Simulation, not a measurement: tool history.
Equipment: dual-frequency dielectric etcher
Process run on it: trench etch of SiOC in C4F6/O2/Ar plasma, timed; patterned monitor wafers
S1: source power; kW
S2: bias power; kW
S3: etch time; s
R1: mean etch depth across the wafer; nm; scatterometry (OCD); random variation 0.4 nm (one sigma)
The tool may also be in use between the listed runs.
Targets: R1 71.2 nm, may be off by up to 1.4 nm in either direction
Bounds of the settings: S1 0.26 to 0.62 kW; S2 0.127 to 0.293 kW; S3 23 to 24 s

run 1 hour=0 | S1=0.44 S2=0.21 S3=23 | R1=57.701
run 2 hour=3.8 | S1=0.44 S2=0.21 S3=23 | R1=56.956
run 3 hour=9.7 | S1=0.44 S2=0.21 S3=23 | R1=57.694
run 4 hour=16.9 | S1=0.46 S2=0.214 S3=23 | R1=59.053
run 5 hour=25.8 | S1=0.46 S2=0.214 S3=23 | R1=58.073
run 6 hour=28.3 | S1=0.47 S2=0.222 S3=23 | R1=60.113
run 7 hour=28.9 | S1=0.48 S2=0.225 S3=23 | R1=61.043
run 8 hour=35 | S1=0.57 S2=0.254 S3=23 | R1=69.279

Exactly one of the 4 candidate moves below puts every result within its allowed miss. Which one?
run A hour=41.1 | S1=0.57 S2=0.283 S3=23 | R1=?
run B hour=41.1 | S1=0.57 S2=0.236 S3=23 | R1=?
run C hour=41.1 | S1=0.55 S2=0.245 S3=23 | R1=?
run D hour=41.1 | S1=0.58 S2=0.277 S3=24 | R1=?

move=A R1=71.31
move=B R1=67.057
move=C R1=66.764
move=D R1=74.467
A: in spec on every target
B: its largest miss is bigger than the last run's
C: its largest miss is bigger than the last run's
D: moves the result that the last run missed by most past its target, out the other side
A meets every target.

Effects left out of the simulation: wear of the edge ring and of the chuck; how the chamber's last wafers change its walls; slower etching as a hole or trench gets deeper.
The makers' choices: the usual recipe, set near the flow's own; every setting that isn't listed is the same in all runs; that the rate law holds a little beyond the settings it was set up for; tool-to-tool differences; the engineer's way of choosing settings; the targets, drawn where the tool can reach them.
